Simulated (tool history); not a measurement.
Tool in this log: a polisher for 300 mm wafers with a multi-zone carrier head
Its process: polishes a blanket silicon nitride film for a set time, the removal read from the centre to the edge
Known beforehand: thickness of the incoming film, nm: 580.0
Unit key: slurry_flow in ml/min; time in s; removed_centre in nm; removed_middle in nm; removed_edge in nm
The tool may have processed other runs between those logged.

run	day	slurry_flow	centre_zone	middle_zone	edge_zone	time	removed_centre	removed_middle	removed_edge
1	0	135	1	1	1	40	74.138	73.453	74.405
2	0.354	105	1	1	1	40	68.622	69.175	72.02
3	0.7	105	0.98	0.98	0.98	40	66.83	68.126	70.085
4	0.808	105	0.91	0.98	0.98	40	63.105	68.578	70.838
5	1.038	105	0.91	0.98	0.98	45	71.747	75.903	81.158
6	1.221	105	0.85	0.98	0.98	45	66.783	75.85	79.472

Predict the results of run 7:
7	1.371	80	0.81	0.88	0.88	37	?	?	?

{"run 7": {"removed_centre": 46.814, "removed_middle": 52.27, "removed_edge": 58.464}}
